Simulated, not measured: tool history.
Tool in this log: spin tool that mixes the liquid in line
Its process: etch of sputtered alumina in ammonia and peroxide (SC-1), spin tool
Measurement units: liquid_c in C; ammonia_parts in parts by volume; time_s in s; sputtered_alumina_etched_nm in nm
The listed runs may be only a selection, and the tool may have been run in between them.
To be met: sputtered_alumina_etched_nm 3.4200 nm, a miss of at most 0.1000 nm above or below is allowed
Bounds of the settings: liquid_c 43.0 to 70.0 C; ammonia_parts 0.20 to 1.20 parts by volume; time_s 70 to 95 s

run	day	liquid_c	ammonia_parts	time_s	sputtered_alumina_etched_nm
1	0.000	59.0	0.70	95	6.0471
2	0.117	56.5	0.70	95	5.2852
3	0.192	56.5	0.70	95	5.3171
4	0.496	54.5	0.70	95	4.7315
5	0.762	54.5	0.45	95	4.5853
6	1.079	54.5	0.25	95	4.3210
7	1.233	53.5	0.25	95	4.1002
8	1.479	53.0	0.25	95	3.9681
9	1.842	52.5	0.25	95	3.8391

Which one of the following 5 next-run settings gets every result inside its allowed miss? There is exactly one.
A	2.204	54.5	0.45	90	?
B	2.204	56.0	0.20	95	?
C	2.204	55.0	0.30	95	?
D	2.204	50.5	0.20	95	?
E	2.204	53.5	0.20	95	?

move	sputtered_alumina_etched_nm
A	4.2994
B	4.5496
C	4.4846
D	3.3836
E	3.9823
A: moves away from the targets compared with the last run
B: moves away from the targets compared with the last run
C: moves away from the targets compared with the last run
D: all results land within tolerance of their targets
E: moves away from the targets compared with the last run
Answer: D
